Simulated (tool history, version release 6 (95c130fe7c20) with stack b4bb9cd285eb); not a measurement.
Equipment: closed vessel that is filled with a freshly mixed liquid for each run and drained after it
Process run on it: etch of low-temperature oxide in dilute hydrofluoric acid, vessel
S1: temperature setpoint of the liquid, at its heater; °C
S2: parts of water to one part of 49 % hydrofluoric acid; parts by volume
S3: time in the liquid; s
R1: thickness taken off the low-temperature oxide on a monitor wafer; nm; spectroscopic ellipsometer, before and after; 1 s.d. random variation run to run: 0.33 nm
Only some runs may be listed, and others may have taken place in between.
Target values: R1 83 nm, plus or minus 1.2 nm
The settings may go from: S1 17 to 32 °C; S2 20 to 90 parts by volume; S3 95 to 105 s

run 1 hour=0 | S1=24 S2=50 S3=95 | R1=41.447
run 2 hour=8.5 | S1=25.5 S2=50 S3=95 | R1=44.005
run 3 hour=12.4 | S1=25.5 S2=65 S3=95 | R1=33.03
run 4 hour=13.5 | S1=26.5 S2=60 S3=95 | R1=37.585
run 5 hour=15.1 | S1=26.5 S2=60 S3=105 | R1=41.551
run 6 hour=22.3 | S1=26.5 S2=60 S3=105 | R1=41.13
run 7 hour=28.3 | S1=27.5 S2=55 S3=105 | R1=47.794
run 8 hour=32.3 | S1=28 S2=50 S3=105 | R1=53.841
run 9 hour=33.2 | S1=28.5 S2=50 S3=105 | R1=55.057
run 10 hour=37.1 | S1=29 S2=50 S3=105 | R1=56.119
run 11 hour=45.5 | S1=29.5 S2=50 S3=105 | R1=56.897

Consider the 5 candidate settings below. Which is the only one whose results all fall within their allowed miss of target?
run A hour=53.9 | S1=26 S2=35 S3=105 | R1=?
run B hour=53.9 | S1=30.5 S2=60 S3=100 | R1=?
run C hour=53.9 | S1=29.5 S2=35 S3=105 | R1=?
run D hour=53.9 | S1=31 S2=40 S3=105 | R1=?
run E hour=53.9 | S1=32 S2=35 S3=105 | R1=?

move=A R1=72.041
move=B R1=46.154
move=C R1=83.012
move=D R1=76.482
move=E R1=91.65
A: better than the last run, though not everything is in spec
B: lands further from the targets than the last run did
C: hits every target within its allowed miss
D: better than the last run, though not everything is in spec
E: carries the result that was furthest off beyond its target, to the other side
C meets every target.

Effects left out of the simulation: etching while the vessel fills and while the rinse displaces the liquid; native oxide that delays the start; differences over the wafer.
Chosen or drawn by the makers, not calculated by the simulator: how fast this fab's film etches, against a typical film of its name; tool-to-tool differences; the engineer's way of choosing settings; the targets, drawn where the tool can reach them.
